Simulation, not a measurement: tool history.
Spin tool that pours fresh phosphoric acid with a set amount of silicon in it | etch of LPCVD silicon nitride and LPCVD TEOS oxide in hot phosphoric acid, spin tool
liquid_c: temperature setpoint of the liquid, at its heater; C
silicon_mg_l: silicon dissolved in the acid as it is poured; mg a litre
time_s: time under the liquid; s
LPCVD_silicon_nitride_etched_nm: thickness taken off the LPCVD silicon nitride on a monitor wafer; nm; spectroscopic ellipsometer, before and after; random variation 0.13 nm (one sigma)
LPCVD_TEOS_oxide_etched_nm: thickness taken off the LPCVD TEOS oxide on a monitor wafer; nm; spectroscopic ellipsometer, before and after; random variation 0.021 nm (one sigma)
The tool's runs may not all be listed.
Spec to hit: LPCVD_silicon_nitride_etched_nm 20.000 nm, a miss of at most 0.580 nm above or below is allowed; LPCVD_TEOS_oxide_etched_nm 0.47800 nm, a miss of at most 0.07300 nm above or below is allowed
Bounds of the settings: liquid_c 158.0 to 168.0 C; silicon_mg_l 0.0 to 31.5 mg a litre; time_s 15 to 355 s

| run | hour | liquid_c | silicon_mg_l | time_s | LPCVD_silicon_nitride_etched_nm | LPCVD_TEOS_oxide_etched_nm |
|---|---|---|---|---|---|---|
| 1 | 0.0 | 163.0 | 14.0 | 180 | 16.354 | 0.57637 |
| 2 | 4.8 | 162.0 | 14.0 | 180 | 15.890 | 0.54543 |
| 3 | 9.5 | 162.5 | 18.0 | 185 | 16.800 | 0.50960 |
| 4 | 14.3 | 163.0 | 20.5 | 185 | 16.714 | 0.51981 |
| 5 | 19.1 | 162.0 | 20.5 | 185 | 16.357 | 0.49874 |
| 6 | 24.4 | 162.0 | 20.5 | 135 | 11.917 | 0.34776 |
| 7 | 30.7 | 162.5 | 23.0 | 155 | 13.892 | 0.37182 |
| 8 | 32.3 | 163.5 | 24.5 | 165 | 15.251 | 0.42358 |

Which single option among these 5 for the next run brings every result within its allowed miss of target? Just one does.
| A | 33.9 | 163.0 | 25.5 | 220 | ? | ? |
| B | 33.9 | 168.0 | 30.5 | 125 | ? | ? |
| C | 33.9 | 164.5 | 14.0 | 105 | ? | ? |
| D | 33.9 | 163.5 | 25.0 | 235 | ? | ? |
| E | 33.9 | 164.5 | 17.5 | 110 | ? | ? |

| move | LPCVD_silicon_nitride_etched_nm | LPCVD_TEOS_oxide_etched_nm |
|---|---|---|
| A | 20.175 | 0.50312 |
| B | 13.503 | 0.34072 |
| C | 10.118 | 0.37226 |
| D | 21.910 | 0.56685 |
| E | 10.600 | 0.35669 |
A: every result within its allowed miss
B: its largest miss is bigger than the last run's
C: its largest miss is bigger than the last run's
D: takes the biggest miss from the last run beyond its target
E: its largest miss is bigger than the last run's
Correct choice: A, which meets every target
